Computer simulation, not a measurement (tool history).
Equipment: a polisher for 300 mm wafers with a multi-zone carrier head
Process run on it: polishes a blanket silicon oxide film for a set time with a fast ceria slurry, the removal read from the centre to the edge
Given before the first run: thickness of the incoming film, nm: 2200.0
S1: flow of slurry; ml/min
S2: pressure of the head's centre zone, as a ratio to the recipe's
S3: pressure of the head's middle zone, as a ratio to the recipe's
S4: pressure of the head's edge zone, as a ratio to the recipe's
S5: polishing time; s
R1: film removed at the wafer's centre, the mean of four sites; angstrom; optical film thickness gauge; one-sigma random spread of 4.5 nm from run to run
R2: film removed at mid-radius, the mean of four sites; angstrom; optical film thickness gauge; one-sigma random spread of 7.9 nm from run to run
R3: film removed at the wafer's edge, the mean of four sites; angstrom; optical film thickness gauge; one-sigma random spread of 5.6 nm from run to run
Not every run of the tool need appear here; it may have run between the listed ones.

Run 1, hour 0.0: S1 280 ml/min, S2 1.00, S3 1.00, S4 1.00, S5 81 s. Result: R1 7561.0 angstrom, R2 7767.2 angstrom, R3 7311.4 angstrom.
Run 2, hour 2.2: S1 275 ml/min, S2 0.97, S3 0.99, S4 0.98, S5 76 s. Result: R1 6943.9 angstrom, R2 7190.1 angstrom, R3 6918.2 angstrom.
Run 3, hour 9.2: S1 275 ml/min, S2 0.95, S3 1.00, S4 0.97, S5 71 s. Result: R1 6326.6 angstrom, R2 6588.8 angstrom, R3 6602.9 angstrom.
Run 4, hour 15.4: S1 275 ml/min, S2 0.95, S3 1.03, S4 0.96, S5 67 s. Result: R1 6008.1 angstrom, R2 6610.3 angstrom, R3 6100.9 angstrom.
Run 5, hour 16.9: S1 275 ml/min, S2 0.94, S3 1.03, S4 0.95, S5 65 s. Result: R1 5883.5 angstrom, R2 6425.2 angstrom, R3 5851.9 angstrom.
Run 6, hour 22.1: S1 275 ml/min, S2 0.94, S3 1.03, S4 1.01, S5 65 s. Result: R1 5735.9 angstrom, R2 6342.6 angstrom, R3 5994.0 angstrom.
Run 7, hour 26.7: S1 275 ml/min, S2 0.93, S3 1.03, S4 1.01, S5 63 s. Result: R1 5466.3 angstrom, R2 6124.6 angstrom, R3 5792.0 angstrom.
Run 8, hour 33.8: S1 275 ml/min, S2 0.93, S3 1.03, S4 1.01, S5 61 s. Result: R1 5391.0 angstrom, R2 5896.2 angstrom, R3 5699.1 angstrom.
Run 9, hour 41.3: S1 255 ml/min, S2 0.87, S3 1.00, S4 0.92, S5 56 s. Result: R1 4589.4 angstrom, R2 5150.1 angstrom, R3 4997.1 angstrom.

Forecast run 10:
Run 10, hour 48.2: S1 265 ml/min, S2 0.87, S3 1.00, S4 0.93, S5 56 s. Result: R1 ?, R2 ?, R3 ?.

{"run 10": {"R1": 4586.5, "R2": 5215.8, "R3": 5024.2}}

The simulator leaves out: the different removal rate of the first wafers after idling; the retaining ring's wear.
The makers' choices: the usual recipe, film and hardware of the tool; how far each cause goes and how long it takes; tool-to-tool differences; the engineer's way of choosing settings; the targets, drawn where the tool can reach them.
